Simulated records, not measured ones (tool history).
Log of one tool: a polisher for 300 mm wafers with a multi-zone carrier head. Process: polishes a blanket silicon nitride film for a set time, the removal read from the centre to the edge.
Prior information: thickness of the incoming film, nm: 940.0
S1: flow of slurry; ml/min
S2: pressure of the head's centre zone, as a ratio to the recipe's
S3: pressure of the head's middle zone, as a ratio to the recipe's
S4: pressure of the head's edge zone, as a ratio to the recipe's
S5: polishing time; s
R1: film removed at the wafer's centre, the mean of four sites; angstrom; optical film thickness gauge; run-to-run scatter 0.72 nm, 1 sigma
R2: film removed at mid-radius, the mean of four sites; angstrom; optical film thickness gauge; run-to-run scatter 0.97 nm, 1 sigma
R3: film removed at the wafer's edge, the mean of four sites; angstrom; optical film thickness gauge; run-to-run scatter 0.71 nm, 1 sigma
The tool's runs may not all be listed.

run,hour,S1,S2,S3,S4,S5,R1,R2,R3
1,0,275,1,1,1,48,703.2,717.21,686.27
2,6.1,275,1,1,1,38,554.59,570.14,553.01
3,11.7,275,1,1,1.08,38,554.22,582.69,563.65
4,16,280,1.02,1.01,1.09,42,627.56,640.68,628.93
5,17.3,290,1.05,1.04,1.11,44,680.28,685.89,675.62
6,20,290,1.05,1.04,1.11,50,780.65,771.55,766.09
7,28.1,300,1.07,1.07,1.1,51,806.95,820.98,768.77
8,36.9,305,1.09,1.08,1.11,52,834.46,830.66,796.32
9,45.3,310,1.11,1.1,1.12,53,872.22,855.55,804.84
10,46.5,315,1.12,1.11,1.13,54,892.05,878.93,831.1
11,53.1,320,1.13,1.12,1.14,55,927.64,920.06,856.19

Estimate the outcome of run 12 from the log above:
12,59.4,325,1.14,1.13,1.15,55,?,?,?

For run 12 the tool returned R1 932.61 angstrom, R2 920.92 angstrom, R3 850 angstrom.
